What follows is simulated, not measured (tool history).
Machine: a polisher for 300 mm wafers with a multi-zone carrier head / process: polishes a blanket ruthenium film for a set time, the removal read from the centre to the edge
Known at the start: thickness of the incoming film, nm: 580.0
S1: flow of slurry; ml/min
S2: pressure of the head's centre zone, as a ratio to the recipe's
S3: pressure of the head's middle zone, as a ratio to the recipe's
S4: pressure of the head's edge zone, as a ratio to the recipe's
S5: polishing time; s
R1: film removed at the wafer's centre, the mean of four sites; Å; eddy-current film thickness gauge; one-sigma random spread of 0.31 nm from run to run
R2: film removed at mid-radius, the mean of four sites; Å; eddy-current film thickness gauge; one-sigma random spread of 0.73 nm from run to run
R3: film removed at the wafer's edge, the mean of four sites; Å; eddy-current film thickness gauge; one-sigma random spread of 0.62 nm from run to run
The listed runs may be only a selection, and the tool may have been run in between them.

run  hour   S1    S2    S3    S4  S5      R1      R2      R3
  1   0.0  235  1.00  1.00  1.00  80  699.63  692.00  696.07
  2   5.6  235  1.00  1.00  1.00  72  638.86  626.39  604.73
  3  13.8  205  1.00  1.00  1.00  72  615.09  609.05  612.61
  4  22.1  200  0.98  1.01  1.00  71  592.86  609.25  600.09
  5  29.9  230  0.98  1.01  1.00  71  615.97  618.60  599.18
  6  32.7  230  0.92  1.01  1.00  71  578.61  617.84  602.29
  7  37.2  230  0.92  1.01  1.00  71  578.77  608.38  616.23
  8  45.4  225  0.91  1.02  1.00  69  546.13  609.38  597.60
  9  46.2  225  0.91  1.02  1.00  69  549.79  597.78  587.92
 10  54.1  220  0.90  1.03  1.00  68  539.59  589.09  578.64
 11  59.5  210  0.89  1.05  1.01  67  517.90  587.12  571.51
 12  60.5  205  0.88  1.06  1.01  66  503.63  600.89  567.87
 13  62.8  200  0.87  1.06  1.01  65  486.10  583.54  545.24
 14  65.2  160  0.81  1.09  1.10  56  366.18  487.10  475.31
 15  69.7  165  0.81  1.09  1.10  56  373.79  499.40  488.15
 16  77.1  170  0.81  1.09  1.10  56  374.31  489.66  483.98
 17  84.3  175  0.81  1.09  1.10  56  378.32  489.80  484.50

Forecast run 18:
 18  90.9  180  0.81  1.09  1.10  56   ?   ?   ?

{"run 18": {"R1": 388.0, "R2": 493.6, "R3": 488.42}}
